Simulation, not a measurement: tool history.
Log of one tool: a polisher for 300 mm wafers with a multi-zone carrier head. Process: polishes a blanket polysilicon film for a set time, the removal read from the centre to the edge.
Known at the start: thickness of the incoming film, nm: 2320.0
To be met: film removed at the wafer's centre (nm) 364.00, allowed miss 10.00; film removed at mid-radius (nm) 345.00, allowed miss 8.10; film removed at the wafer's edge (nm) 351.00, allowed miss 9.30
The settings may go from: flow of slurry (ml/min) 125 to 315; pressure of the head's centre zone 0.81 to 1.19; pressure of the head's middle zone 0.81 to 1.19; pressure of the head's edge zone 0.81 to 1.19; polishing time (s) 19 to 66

run,day,flow of slurry (ml/min),pressure of the head's centre zone,pressure of the head's middle zone,pressure of the head's edge zone,polishing time (s),film removed at the wafer's centre (nm),film removed at mid-radius (nm),film removed at the wafer's edge (nm)
1,0.000,205,1.00,1.00,1.00,42,261.03,253.15,251.34
2,0.058,245,1.00,1.00,1.00,42,267.52,260.71,256.19
3,0.146,245,1.01,1.01,1.02,43,274.36,268.06,265.98
4,0.462,245,1.01,1.01,0.97,43,272.33,266.54,261.88
5,0.588,245,1.06,1.01,0.97,43,284.72,266.27,263.42
6,0.854,250,1.06,1.02,0.99,44,294.25,277.20,265.18
7,0.975,255,1.05,1.01,1.00,45,295.10,281.69,275.16
8,1.112,255,1.05,1.00,1.01,46,305.26,288.14,284.42
9,1.279,260,1.05,1.00,1.02,47,307.13,292.64,294.26
10,1.588,265,1.06,1.00,1.03,48,326.06,299.69,297.32
11,1.633,265,1.05,1.00,1.04,49,323.61,307.21,305.92
12,1.725,265,1.05,1.00,1.05,50,333.42,314.27,307.37
13,1.767,270,1.04,0.99,1.05,51,340.41,316.94,318.80
14,1.904,275,1.04,0.99,1.06,51,342.32,320.89,321.95
15,2.129,305,1.07,1.03,1.16,52,357.70,336.19,341.68

Which of these 5 next moves meets every target?
A,2.354,315,1.05,1.02,1.18,53,?,?,?
B,2.354,305,1.04,1.06,1.09,52,?,?,?
C,2.354,180,1.07,1.05,1.07,55,?,?,?
D,2.354,240,1.10,0.98,1.15,54,?,?,?
E,2.354,310,1.02,0.95,1.19,54,?,?,?

move,film removed at the wafer's centre (nm),film removed at mid-radius (nm),film removed at the wafer's edge (nm)
A,359.76,343.32,353.99
B,348.45,344.23,336.79
C,350.29,336.84,335.52
D,371.37,330.77,349.33
E,355.26,334.03,361.59
A: meets every target
B: brings the result that was furthest off to its target, and leaves another outside
C: further off than the last run
D: further off than the last run
E: further off than the last run
Answer: A

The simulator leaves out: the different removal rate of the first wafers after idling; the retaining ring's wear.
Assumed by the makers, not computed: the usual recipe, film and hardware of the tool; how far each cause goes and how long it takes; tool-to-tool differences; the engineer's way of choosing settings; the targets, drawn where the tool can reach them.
